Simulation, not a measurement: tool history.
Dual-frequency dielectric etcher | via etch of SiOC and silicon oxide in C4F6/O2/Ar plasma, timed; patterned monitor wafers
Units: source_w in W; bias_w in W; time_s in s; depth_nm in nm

run	hour	source_w	bias_w	time_s	depth_nm
1	0	400	165	62.5	75.514
2	1.5	430	165	62.5	76.846
3	3.7	420	164	62.5	76.555
4	5.5	410	164	62.5	76.039
5	9.4	400	163	62.5	75.233
6	11.3	400	191	62.5	78.959

Forecast run 7:
7	13.8	380	190	62.5	?

{"run 7": {"depth_nm": 77.899}}
